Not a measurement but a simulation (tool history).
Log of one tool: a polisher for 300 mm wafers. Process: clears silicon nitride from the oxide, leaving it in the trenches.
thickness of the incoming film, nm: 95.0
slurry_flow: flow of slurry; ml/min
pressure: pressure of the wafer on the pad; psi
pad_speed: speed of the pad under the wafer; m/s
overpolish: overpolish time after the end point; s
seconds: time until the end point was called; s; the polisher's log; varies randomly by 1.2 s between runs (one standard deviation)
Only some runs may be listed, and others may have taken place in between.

run  hour  slurry_flow  pressure  pad_speed  overpolish  seconds
  1     0          280         2        0.9          13    164.2
  2     6          280       1.6        0.9          13   204.77
  3    10          280       1.2        0.9          13    270.7
  4    13          315       1.2        0.9          13   273.29
  5    15          315       1.2        0.8          13   291.43
  6  16.9          250       1.2        0.8          13   297.94
  7  23.7          250       1.8       0.82          13    202.9
  8  31.5          250       2.2       0.82          13   160.64
  9  32.4          250       2.5       0.82          13   147.02
 10  36.2          250       2.5       0.82          13   147.39

For run 11, what comes out?
 11  43.8          255       3.1        0.9          13        ?

For run 11 the tool returned seconds 109.34 s.

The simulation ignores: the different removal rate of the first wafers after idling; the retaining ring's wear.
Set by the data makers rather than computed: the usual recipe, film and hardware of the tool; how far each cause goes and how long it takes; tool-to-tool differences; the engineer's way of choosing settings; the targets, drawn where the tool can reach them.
